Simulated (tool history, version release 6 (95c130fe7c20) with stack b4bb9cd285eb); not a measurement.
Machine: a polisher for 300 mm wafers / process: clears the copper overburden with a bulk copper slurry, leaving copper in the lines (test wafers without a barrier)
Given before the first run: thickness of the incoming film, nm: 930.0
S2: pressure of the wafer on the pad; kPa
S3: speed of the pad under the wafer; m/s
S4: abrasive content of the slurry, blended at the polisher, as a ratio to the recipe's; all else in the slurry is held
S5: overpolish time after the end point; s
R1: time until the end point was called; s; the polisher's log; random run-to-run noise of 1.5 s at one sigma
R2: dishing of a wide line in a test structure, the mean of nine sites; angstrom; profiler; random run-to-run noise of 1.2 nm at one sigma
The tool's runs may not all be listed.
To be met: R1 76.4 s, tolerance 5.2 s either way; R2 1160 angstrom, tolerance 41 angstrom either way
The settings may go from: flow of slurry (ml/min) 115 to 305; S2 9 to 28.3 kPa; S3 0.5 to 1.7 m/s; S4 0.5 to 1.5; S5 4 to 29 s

Run 1, hour 0: flow of slurry (ml/min) 195, S2 18.6 kPa, S3 1.1 m/s, S4 1, S5 15 s. Result: R1 93.919 s, R2 896.15 angstrom.
Run 2, hour 5.8: flow of slurry (ml/min) 155, S2 18.6 kPa, S3 1.1 m/s, S4 1, S5 15 s. Result: R1 96.417 s, R2 862.83 angstrom.
Run 3, hour 8.4: flow of slurry (ml/min) 160, S2 19.3 kPa, S3 1.1 m/s, S4 1, S5 15 s. Result: R1 95.665 s, R2 885 angstrom.
Run 4, hour 15.3: flow of slurry (ml/min) 160, S2 19.3 kPa, S3 1.1 m/s, S4 1.15, S5 15 s. Result: R1 90.005 s, R2 911.79 angstrom.
Run 5, hour 17.5: flow of slurry (ml/min) 160, S2 19.3 kPa, S3 1.1 m/s, S4 1.15, S5 10 s. Result: R1 92.006 s, R2 682.12 angstrom.
At hour 19.2: head pressure recalibrated.
Run 6, hour 19.2: flow of slurry (ml/min) 150, S2 20.7 kPa, S3 1.08 m/s, S4 1.1, S5 11 s. Result: R1 84.383 s, R2 778.6 angstrom.
Run 7, hour 25: flow of slurry (ml/min) 145, S2 21.4 kPa, S3 1.06 m/s, S4 1.1, S5 12 s. Result: R1 86.703 s, R2 840.85 angstrom.
Run 8, hour 26.5: flow of slurry (ml/min) 145, S2 22.1 kPa, S3 1.04 m/s, S4 1.1, S5 13 s. Result: R1 89.336 s, R2 872.46 angstrom.

Which of these 5 next moves meets every target?
Run A, hour 28: flow of slurry (ml/min) 120, S2 26.2 kPa, S3 1.06 m/s, S4 1.2, S5 17 s. Result: R1 ?, R2 ?.
Run B, hour 28: flow of slurry (ml/min) 135, S2 18.6 kPa, S3 1.14 m/s, S4 1.15, S5 19 s. Result: R1 ?, R2 ?.
Run C, hour 28: flow of slurry (ml/min) 135, S2 23.4 kPa, S3 1.08 m/s, S4 1.2, S5 22 s. Result: R1 ?, R2 ?.
Run D, hour 28: flow of slurry (ml/min) 130, S2 24.8 kPa, S3 1.08 m/s, S4 1.1, S5 16 s. Result: R1 ?, R2 ?.
Run E, hour 28: flow of slurry (ml/min) 165, S2 24.8 kPa, S3 1.02 m/s, S4 1.2, S5 15 s. Result: R1 ?, R2 ?.

move      R1      R2
   A  75.308  1156.3
   B  85.898  1103.8
   C  77.356  1294.3
   D  77.131  1093.5
   E  75.556  1064.3
A: meets every target
B: gains on the last run, yet a result remains outside its allowed miss
C: moves the result that the last run missed by most past its target, out the other side
D: gains on the last run, yet a result remains outside its allowed miss
E: gains on the last run, yet a result remains outside its allowed miss
Answer: A
